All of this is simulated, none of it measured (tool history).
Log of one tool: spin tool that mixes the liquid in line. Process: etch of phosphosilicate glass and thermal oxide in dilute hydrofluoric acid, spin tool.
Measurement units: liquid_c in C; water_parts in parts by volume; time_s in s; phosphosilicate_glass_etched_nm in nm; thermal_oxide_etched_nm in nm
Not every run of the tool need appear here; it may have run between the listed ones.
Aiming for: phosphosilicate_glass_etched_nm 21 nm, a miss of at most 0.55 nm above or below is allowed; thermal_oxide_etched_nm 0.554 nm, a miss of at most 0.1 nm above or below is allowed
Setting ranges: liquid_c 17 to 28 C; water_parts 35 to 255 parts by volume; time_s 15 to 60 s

run,hour,liquid_c,water_parts,time_s,phosphosilicate_glass_etched_nm,thermal_oxide_etched_nm
1,0,20,145,30,31.423,0.87862
2,2.9,20,145,40,41.892,1.1357
3,9.6,18,145,40,38.929,0.97206
4,13,18,165,40,33.393,0.89506
5,19.5,17.5,180,40,29.791,0.80403
6,23.1,17.5,195,40,26.844,0.70524
7,31.9,17.5,205,40,25.369,0.62441
8,35.9,17.5,210,40,24.426,0.59926
9,37.6,17.5,215,40,24.103,0.62012

Which single option among these 5 for the next run brings every result within its allowed miss of target? Just one does.
A,39.3,17,220,45,?,?
B,39.3,18.5,250,50,?,?
C,39.3,17,250,60,?,?
D,39.3,25.5,135,20,?,?
E,39.3,23,255,35,?,?

move,phosphosilicate_glass_etched_nm,thermal_oxide_etched_nm
A,25.542,0.70031
B,25.767,0.70648
C,29.185,0.80019
D,28.079,0.76985
E,20.802,0.57034
A: further off than the last run
B: further off than the last run
C: further off than the last run
D: further off than the last run
E: every result within its allowed miss
Go with E: it meets all targets.
